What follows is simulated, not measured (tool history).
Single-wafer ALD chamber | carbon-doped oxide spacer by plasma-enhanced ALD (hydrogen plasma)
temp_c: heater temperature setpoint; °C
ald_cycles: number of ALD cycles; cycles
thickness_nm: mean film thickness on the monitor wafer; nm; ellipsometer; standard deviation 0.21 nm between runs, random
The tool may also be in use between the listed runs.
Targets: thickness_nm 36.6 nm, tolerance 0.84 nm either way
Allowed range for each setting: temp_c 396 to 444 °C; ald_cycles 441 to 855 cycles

{"run": 1, "hour": 0.0, "temp_c": 420, "ald_cycles": 648, "thickness_nm": 30.46}
{"run": 2, "hour": 8.7, "temp_c": 419, "ald_cycles": 659, "thickness_nm": 31.159}
{"run": 3, "hour": 13.3, "temp_c": 419, "ald_cycles": 607, "thickness_nm": 28.732}
{"run": 4, "hour": 17.5, "temp_c": 418, "ald_cycles": 622, "thickness_nm": 29.522}
{"run": 5, "hour": 23.3, "temp_c": 418, "ald_cycles": 700, "thickness_nm": 32.883}
{"run": 6, "hour": 25.0, "temp_c": 417, "ald_cycles": 707, "thickness_nm": 33.731}
{"run": 7, "hour": 31.7, "temp_c": 416, "ald_cycles": 710, "thickness_nm": 33.806}
{"run": 8, "hour": 40.5, "temp_c": 415, "ald_cycles": 714, "thickness_nm": 34.401}
{"run": 9, "hour": 44.4, "temp_c": 414, "ald_cycles": 716, "thickness_nm": 34.321}
{"run": 10, "hour": 49.3, "temp_c": 413, "ald_cycles": 720, "thickness_nm": 34.559}

Pick the move, out of 5, that brings all results within their allowed miss; only one does.
{"run": "A", "hour": 54.2, "temp_c": 430, "ald_cycles": 792, "thickness_nm": "?"}
{"run": "B", "hour": 54.2, "temp_c": 410, "ald_cycles": 720, "thickness_nm": "?"}
{"run": "C", "hour": 54.2, "temp_c": 413, "ald_cycles": 731, "thickness_nm": "?"}
{"run": "D", "hour": 54.2, "temp_c": 410, "ald_cycles": 701, "thickness_nm": "?"}
{"run": "E", "hour": 54.2, "temp_c": 413, "ald_cycles": 697, "thickness_nm": "?"}

move=A thickness_nm=36.589
move=B thickness_nm=35.185
move=C thickness_nm=35.429
move=D thickness_nm=34.256
move=E thickness_nm=33.782
A: all results in spec
B: gains on the last run, yet a result remains outside its allowed miss
C: gains on the last run, yet a result remains outside its allowed miss
D: its largest miss is bigger than the last run's
E: its largest miss is bigger than the last run's
So the answer is move A, the one that meets all the targets.
